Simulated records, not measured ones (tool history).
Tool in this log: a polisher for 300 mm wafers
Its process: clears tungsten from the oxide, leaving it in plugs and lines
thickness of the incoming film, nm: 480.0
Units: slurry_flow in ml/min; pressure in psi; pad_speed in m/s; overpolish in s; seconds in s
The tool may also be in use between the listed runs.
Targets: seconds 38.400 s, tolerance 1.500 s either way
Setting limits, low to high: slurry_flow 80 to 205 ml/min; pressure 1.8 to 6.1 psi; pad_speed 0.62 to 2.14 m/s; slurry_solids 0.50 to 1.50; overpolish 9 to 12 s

{"run": 1, "hour": 0.0, "slurry_flow": 135, "pressure": 3.9, "pad_speed": 1.38, "slurry_solids": 1.0, "overpolish": 12, "seconds": 65.822}
{"run": 2, "hour": 2.4, "slurry_flow": 140, "pressure": 4.4, "pad_speed": 1.38, "slurry_solids": 1.0, "overpolish": 12, "seconds": 57.269}
{"run": 3, "hour": 8.5, "slurry_flow": 140, "pressure": 4.4, "pad_speed": 1.56, "slurry_solids": 1.0, "overpolish": 12, "seconds": 52.106}
{"run": 4, "hour": 9.3, "slurry_flow": 140, "pressure": 4.4, "pad_speed": 1.56, "slurry_solids": 0.9, "overpolish": 12, "seconds": 53.686}
{"run": 5, "hour": 16.1, "slurry_flow": 145, "pressure": 4.7, "pad_speed": 1.56, "slurry_solids": 0.9, "overpolish": 12, "seconds": 48.986}
{"run": 6, "hour": 17.8, "slurry_flow": 145, "pressure": 4.7, "pad_speed": 1.28, "slurry_solids": 0.9, "overpolish": 12, "seconds": 59.075}
{"run": 7, "hour": 23.0, "slurry_flow": 145, "pressure": 5.1, "pad_speed": 1.3, "slurry_solids": 0.9, "overpolish": 12, "seconds": 53.518}
{"run": 8, "hour": 29.9, "slurry_flow": 150, "pressure": 5.4, "pad_speed": 1.34, "slurry_solids": 0.9, "overpolish": 12, "seconds": 50.356}
{"run": 9, "hour": 31.2, "slurry_flow": 150, "pressure": 5.6, "pad_speed": 1.4, "slurry_solids": 0.9, "overpolish": 12, "seconds": 46.58}

Which one of the following 4 next-run settings gets every result inside its allowed miss? There is exactly one.
{"run": "A", "hour": 32.5, "slurry_flow": 190, "pressure": 5.9, "pad_speed": 1.24, "slurry_solids": 0.75, "overpolish": 10, "seconds": "?"}
{"run": "B", "hour": 32.5, "slurry_flow": 160, "pressure": 4.3, "pad_speed": 1.74, "slurry_solids": 0.5, "overpolish": 9, "seconds": "?"}
{"run": "C", "hour": 32.5, "slurry_flow": 150, "pressure": 4.8, "pad_speed": 1.64, "slurry_solids": 0.6, "overpolish": 12, "seconds": "?"}
{"run": "D", "hour": 32.5, "slurry_flow": 160, "pressure": 5.7, "pad_speed": 1.74, "slurry_solids": 0.7, "overpolish": 12, "seconds": "?"}

move=A seconds=51.144
move=B seconds=56.475
move=C seconds=51.760
move=D seconds=39.463
A: its largest miss is bigger than the last run's
B: its largest miss is bigger than the last run's
C: its largest miss is bigger than the last run's
D: all results land within tolerance of their targets
D is the move that brings every result within its allowed miss.
